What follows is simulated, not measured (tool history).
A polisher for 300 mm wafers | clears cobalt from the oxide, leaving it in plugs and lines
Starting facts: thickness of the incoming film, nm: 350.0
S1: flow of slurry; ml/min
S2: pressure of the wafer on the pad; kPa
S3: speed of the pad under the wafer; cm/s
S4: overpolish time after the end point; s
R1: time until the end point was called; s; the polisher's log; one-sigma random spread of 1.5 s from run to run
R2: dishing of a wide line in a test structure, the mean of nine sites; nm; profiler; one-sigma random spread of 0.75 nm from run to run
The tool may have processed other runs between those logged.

run    day   S1    S2  S3  S4      R1      R2
  1      0  260  10.3  84  12  127.89  24.972
  2    0.1  260  11.7  86  13  107.06  29.318
  3  0.196  205  11.7  86  13  114.01  29.065
  4  0.471  205  11.7  86  10  113.69  23.984
  5  0.654  200  12.4  88  12  104.96  28.423
  6  0.829  195  13.1  90  14   95.71   33.46
  7  1.154  195  13.1  92  15   96.64  35.486

The next listed run, before its measurement:
     1.438  -- head pressure recalibrated
  8  1.438  200  13.8  92  16   ?   ?

{"run 8": {"R1": 85.493, "R2": 38.678}}
